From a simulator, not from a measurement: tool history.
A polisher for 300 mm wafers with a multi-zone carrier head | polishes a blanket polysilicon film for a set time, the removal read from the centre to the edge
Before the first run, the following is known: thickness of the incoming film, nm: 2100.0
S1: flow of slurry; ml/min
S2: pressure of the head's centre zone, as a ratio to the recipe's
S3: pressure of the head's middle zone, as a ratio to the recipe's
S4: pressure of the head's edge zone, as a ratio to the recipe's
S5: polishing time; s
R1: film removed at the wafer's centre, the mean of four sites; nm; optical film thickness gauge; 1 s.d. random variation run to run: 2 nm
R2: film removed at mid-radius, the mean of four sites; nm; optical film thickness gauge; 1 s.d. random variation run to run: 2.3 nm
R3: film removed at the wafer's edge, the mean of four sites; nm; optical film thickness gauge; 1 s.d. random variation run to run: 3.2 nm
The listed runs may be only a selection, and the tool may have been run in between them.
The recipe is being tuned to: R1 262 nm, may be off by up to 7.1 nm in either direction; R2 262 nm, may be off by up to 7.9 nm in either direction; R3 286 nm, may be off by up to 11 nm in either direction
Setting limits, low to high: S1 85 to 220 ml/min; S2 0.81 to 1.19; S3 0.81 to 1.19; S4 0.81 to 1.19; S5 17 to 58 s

{"run": 1, "hour": 0.0, "S1": 140, "S2": 1, "S3": 1, "S4": 1, "S5": 37, "R1": 447.46, "R2": 464.67, "R3": 452.98}
{"run": 2, "hour": 1.7, "S1": 140, "S2": 0.93, "S3": 1, "S4": 1, "S5": 37, "R1": 430.36, "R2": 458.64, "R3": 433.2}
{"run": 3, "hour": 7.2, "S1": 140, "S2": 0.99, "S3": 1, "S4": 1, "S5": 37, "R1": 447.61, "R2": 455.66, "R3": 440.74}
{"run": 4, "hour": 10.7, "S1": 130, "S2": 0.96, "S3": 0.97, "S4": 1, "S5": 34, "R1": 398.27, "R2": 403.49, "R3": 404.98}
{"run": 5, "hour": 12.1, "S1": 130, "S2": 0.96, "S3": 0.97, "S4": 1, "S5": 31, "R1": 363.62, "R2": 370.43, "R3": 367.75}
{"run": 6, "hour": 19.6, "S1": 130, "S2": 0.96, "S3": 0.97, "S4": 1, "S5": 26, "R1": 301.47, "R2": 309.1, "R3": 316.51}
{"run": 7, "hour": 20.5, "S1": 130, "S2": 0.96, "S3": 0.97, "S4": 1, "S5": 26, "R1": 300.64, "R2": 316.19, "R3": 314.48}
{"run": 8, "hour": 28.9, "S1": 125, "S2": 0.94, "S3": 0.95, "S4": 1, "S5": 26, "R1": 292.15, "R2": 306.49, "R3": 309.18}
{"run": 9, "hour": 35.9, "S1": 120, "S2": 0.93, "S3": 0.93, "S4": 1, "S5": 26, "R1": 292.94, "R2": 295.96, "R3": 307.93}
{"run": 10, "hour": 36.7, "S1": 120, "S2": 0.93, "S3": 0.93, "S4": 1, "S5": 26, "R1": 292.94, "R2": 295.78, "R3": 311.37}
{"run": 11, "hour": 39.8, "S1": 115, "S2": 0.92, "S3": 0.92, "S4": 0.99, "S5": 26, "R1": 286.65, "R2": 287.74, "R3": 307.89}

Pick the move, out of 4, that brings all results within their allowed miss; only one does.
{"run": "A", "hour": 42.9, "S1": 195, "S2": 1.13, "S3": 0.98, "S4": 0.81, "S5": 24, "R1": "?", "R2": "?", "R3": "?"}
{"run": "B", "hour": 42.9, "S1": 85, "S2": 0.94, "S3": 0.81, "S4": 1.01, "S5": 27, "R1": "?", "R2": "?", "R3": "?"}
{"run": "C", "hour": 42.9, "S1": 105, "S2": 0.96, "S3": 0.81, "S4": 1, "S5": 27, "R1": "?", "R2": "?", "R3": "?"}
{"run": "D", "hour": 42.9, "S1": 100, "S2": 0.92, "S3": 0.9, "S4": 1.02, "S5": 24, "R1": "?", "R2": "?", "R3": "?"}

move=A R1=336.04 R2=303.87 R3=270.48
move=B R1=286.19 R2=258.07 R3=309.24
move=C R1=302.45 R2=267.18 R3=315.2
move=D R1=258.54 R2=256.99 R3=281
A: further off than the last run
B: as far off as the last run
C: further off than the last run
D: all results land within tolerance of their targets
So the answer is move D, the one that meets all the targets.
